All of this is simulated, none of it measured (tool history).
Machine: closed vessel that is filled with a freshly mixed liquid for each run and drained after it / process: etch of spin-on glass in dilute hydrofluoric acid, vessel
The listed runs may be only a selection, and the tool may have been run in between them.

run,hour,temperature setpoint of the liquid (°C),parts of water to one part of 49 % hydrofluoric acid (parts by volume),time in the liquid (s),thickness taken off the spin-on glass on a monitor wafer (Å)
1,0.0,23.0,80,100,455.75
2,5.7,26.5,80,100,523.28
3,7.5,26.5,70,100,602.35
4,11.7,27.5,55,100,827.31
5,14.2,28.5,45,100,1047.30
6,17.0,28.5,45,110,1152.90
7,20.4,28.5,45,110,1172.60
8,27.1,29.0,40,110,1354.50

Run 9 is up next; what results do you expect?
9,32.1,29.5,40,110,?

Run 9 yielded thickness taken off the spin-on glass on a monitor wafer (Å) 1372.80.

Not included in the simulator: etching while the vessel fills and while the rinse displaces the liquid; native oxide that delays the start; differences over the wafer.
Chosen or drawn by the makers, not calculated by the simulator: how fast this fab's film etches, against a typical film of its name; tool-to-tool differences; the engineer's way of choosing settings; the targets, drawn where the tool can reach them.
